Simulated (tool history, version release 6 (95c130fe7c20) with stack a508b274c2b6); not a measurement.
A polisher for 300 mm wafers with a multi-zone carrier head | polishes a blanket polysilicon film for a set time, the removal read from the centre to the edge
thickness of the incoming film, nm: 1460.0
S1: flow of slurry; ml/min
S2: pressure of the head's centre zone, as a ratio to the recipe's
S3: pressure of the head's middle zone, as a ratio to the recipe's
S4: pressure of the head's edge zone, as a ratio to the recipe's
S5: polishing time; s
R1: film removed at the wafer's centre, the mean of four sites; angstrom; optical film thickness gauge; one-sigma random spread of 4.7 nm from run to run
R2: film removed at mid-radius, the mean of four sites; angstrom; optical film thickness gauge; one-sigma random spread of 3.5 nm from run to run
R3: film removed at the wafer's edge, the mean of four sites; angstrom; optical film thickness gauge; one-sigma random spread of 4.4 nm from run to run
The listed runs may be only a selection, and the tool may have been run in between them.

| run | hour | S1 | S2 | S3 | S4 | S5 | R1 | R2 | R3 |
|---|---|---|---|---|---|---|---|---|---|
| 1 | 0 | 135 | 1 | 1 | 1 | 61 | 2923.9 | 2875.7 | 2891.7 |
| 2 | 6.3 | 135 | 1 | 1 | 0.91 | 61 | 2877.9 | 2888 | 2744 |
| 3 | 12.1 | 150 | 1.03 | 1.03 | 0.97 | 63 | 3170.7 | 3081.9 | 3094.8 |
| 4 | 20.3 | 160 | 1.07 | 1.08 | 0.94 | 64 | 3421.6 | 3273.7 | 3084.8 |
| 5 | 23.9 | 160 | 1.03 | 1.08 | 0.94 | 64 | 3325 | 3278.1 | 3019.5 |
| 6 | 26.7 | 185 | 1.03 | 1.08 | 0.94 | 64 | 3345.3 | 3339.2 | 3042.4 |

Run 7 comes next. What will it give?
| 7 | 28.5 | 185 | 1.03 | 1.08 | 0.94 | 64 | ? | ? | ? |

For run 7 the tool returned R1 3328.3 angstrom, R2 3348.9 angstrom, R3 3084.4 angstrom.
